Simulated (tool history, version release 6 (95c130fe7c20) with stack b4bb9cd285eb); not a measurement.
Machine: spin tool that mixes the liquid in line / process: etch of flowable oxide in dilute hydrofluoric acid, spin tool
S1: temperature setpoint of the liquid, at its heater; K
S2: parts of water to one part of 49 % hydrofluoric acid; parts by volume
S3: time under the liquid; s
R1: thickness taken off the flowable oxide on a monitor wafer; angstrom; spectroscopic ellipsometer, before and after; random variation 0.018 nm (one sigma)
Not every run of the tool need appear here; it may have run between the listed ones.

Run 1, hour 0.0: S1 296.15 K, S2 210 parts by volume, S3 30 s. Result: R1 32.365 angstrom.
Run 2, hour 1.4: S1 298.65 K, S2 210 parts by volume, S3 30 s. Result: R1 35.698 angstrom.
Run 3, hour 9.9: S1 298.65 K, S2 260 parts by volume, S3 30 s. Result: R1 27.321 angstrom.
Run 4, hour 18.5: S1 298.65 K, S2 190 parts by volume, S3 30 s. Result: R1 40.168 angstrom.
Run 5, hour 19.2: S1 299.15 K, S2 190 parts by volume, S3 30 s. Result: R1 41.079 angstrom.
Run 6, hour 27.2: S1 299.15 K, S2 260 parts by volume, S3 30 s. Result: R1 27.670 angstrom.
Run 7, hour 33.7: S1 299.65 K, S2 255 parts by volume, S3 30 s. Result: R1 29.068 angstrom.
Run 8, hour 34.3: S1 300.15 K, S2 250 parts by volume, S3 30 s. Result: R1 30.375 angstrom.
At hour 36.8: thermometer replaced.
Run 9, hour 36.8: S1 300.65 K, S2 245 parts by volume, S3 30 s. Result: R1 34.462 angstrom.

For run 10, what comes out?
Run 10, hour 41.7: S1 301.15 K, S2 245 parts by volume, S3 30 s. Result: R1 ?.

{"run 10": {"R1": 35.014}}
